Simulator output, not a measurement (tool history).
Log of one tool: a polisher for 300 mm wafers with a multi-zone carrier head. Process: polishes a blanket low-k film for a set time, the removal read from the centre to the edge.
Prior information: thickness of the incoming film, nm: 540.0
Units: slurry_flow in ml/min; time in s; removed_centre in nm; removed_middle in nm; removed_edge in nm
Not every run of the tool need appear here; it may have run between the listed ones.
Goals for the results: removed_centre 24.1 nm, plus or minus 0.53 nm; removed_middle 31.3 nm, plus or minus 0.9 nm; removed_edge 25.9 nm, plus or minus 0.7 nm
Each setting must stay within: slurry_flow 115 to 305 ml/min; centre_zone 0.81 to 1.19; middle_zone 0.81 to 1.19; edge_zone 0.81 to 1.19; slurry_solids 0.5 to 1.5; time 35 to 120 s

| run | day | slurry_flow | centre_zone | middle_zone | edge_zone | slurry_solids | time | removed_centre | removed_middle | removed_edge |
|---|---|---|---|---|---|---|---|---|---|---|
| 1 | 0 | 195 | 1 | 1 | 1 | 1 | 77 | 37.02 | 36.903 | 36.048 |
| 2 | 0.217 | 230 | 1 | 1 | 1 | 1 | 77 | 37.671 | 37.542 | 36.341 |
| 3 | 0.496 | 230 | 1 | 1 | 1 | 1 | 61 | 30.112 | 29.576 | 28.66 |
| 4 | 0.679 | 230 | 1 | 1 | 1 | 1 | 70 | 34.305 | 33.834 | 33.184 |
| 5 | 0.717 | 230 | 1 | 1 | 1 | 1 | 89 | 43.846 | 42.976 | 41.968 |
| 6 | 0.871 | 230 | 0.95 | 1 | 1 | 1 | 89 | 41.786 | 43.225 | 42.43 |
| 7 | 1.079 | 230 | 0.93 | 1.02 | 0.97 | 0.9 | 86 | 36.987 | 40.058 | 38.143 |
| 8 | 1.3 | 230 | 0.91 | 1.04 | 0.94 | 0.8 | 84 | 32.837 | 36.644 | 34.129 |
| 9 | 1.371 | 225 | 0.9 | 1.06 | 0.92 | 0.75 | 84 | 30.835 | 35.412 | 32.105 |
| 10 | 1.525 | 215 | 0.89 | 1.07 | 0.9 | 0.7 | 84 | 28.793 | 33.877 | 30.164 |
| 11 | 1.612 | 200 | 0.88 | 1.08 | 0.89 | 0.7 | 84 | 28.18 | 33.66 | 29.634 |
| 12 | 1.883 | 185 | 0.87 | 1.09 | 0.87 | 0.7 | 84 | 27.324 | 33.683 | 29.145 |
| 13 | 1.988 | 180 | 0.87 | 1.09 | 0.86 | 0.7 | 84 | 27.579 | 33.477 | 29.086 |
| 14 | 2.246 | 175 | 0.86 | 1.1 | 0.85 | 0.7 | 84 | 27.139 | 33.715 | 29.051 |
| 15 | 2.462 | 170 | 0.86 | 1.11 | 0.84 | 0.7 | 84 | 26.97 | 34.157 | 28.688 |
| 16 | 2.592 | 135 | 0.84 | 1.11 | 0.81 | 0.55 | 84 | 20.825 | 27.045 | 22.584 |
| 17 | 2.717 | 150 | 0.84 | 1.11 | 0.82 | 0.55 | 84 | 20.973 | 27.039 | 22.654 |
| 18 | 2.792 | 170 | 0.84 | 1.12 | 0.83 | 0.55 | 84 | 21.5 | 28.036 | 23.216 |
| 19 | 3.029 | 190 | 0.84 | 1.12 | 0.85 | 0.55 | 84 | 21.505 | 28.045 | 23.961 |
| 20 | 3.096 | 205 | 0.85 | 1.13 | 0.85 | 0.55 | 84 | 22.243 | 28.867 | 23.462 |
| 21 | 3.433 | 215 | 0.85 | 1.13 | 0.87 | 0.55 | 84 | 22.079 | 28.782 | 23.856 |
| 22 | 3.738 | 220 | 0.85 | 1.13 | 0.87 | 0.55 | 84 | 22.255 | 29.128 | 23.964 |
| 23 | 4.104 | 225 | 0.85 | 1.13 | 0.88 | 0.55 | 84 | 22.432 | 28.654 | 23.876 |
| 24 | 4.379 | 225 | 0.85 | 1.13 | 0.88 | 0.55 | 84 | 22.418 | 28.647 | 24.296 |
| 25 | 4.654 | 230 | 0.85 | 1.14 | 0.88 | 0.55 | 84 | 22.372 | 28.921 | 24.417 |
| 26 | 4.838 | 235 | 0.85 | 1.15 | 0.88 | 0.55 | 84 | 22.624 | 29.392 | 24.189 |
| 27 | 4.95 | 240 | 0.85 | 1.16 | 0.89 | 0.55 | 84 | 22.524 | 29.816 | 24.604 |
| 28 | 5.258 | 240 | 0.86 | 1.17 | 0.9 | 0.55 | 84 | 22.848 | 30.066 | 24.642 |
| 29 | 5.479 | 240 | 0.87 | 1.17 | 0.91 | 0.55 | 84 | 23.097 | 30.012 | 24.715 |
| 30 | 5.771 | 240 | 0.87 | 1.17 | 0.92 | 0.55 | 84 | 23.077 | 29.823 | 24.847 |

Exercise: of the 4 proposed moves below, exactly one satisfies all targets within the stated allowed misses. Which move is it?
| A | 6.062 | 175 | 0.87 | 1.11 | 1.03 | 0.6 | 82 | ? | ? | ? |
| B | 6.062 | 210 | 0.84 | 1.09 | 1.01 | 0.55 | 87 | ? | ? | ? |
| C | 6.062 | 285 | 0.82 | 1.13 | 0.9 | 0.65 | 75 | ? | ? | ? |
| D | 6.062 | 260 | 0.86 | 1.16 | 0.91 | 0.5 | 98 | ? | ? | ? |

| move | removed_centre | removed_middle | removed_edge |
|---|---|---|---|
| A | 23.44 | 29.56 | 26.69 |
| B | 22.616 | 29.034 | 26.3 |
| C | 22.888 | 30.948 | 25.884 |
| D | 24.217 | 31.937 | 26.263 |
A: neither nearer nor further off than the last run
B: lands further from the targets than the last run did
C: lands further from the targets than the last run did
D: hits every target within its allowed miss
D meets every target.
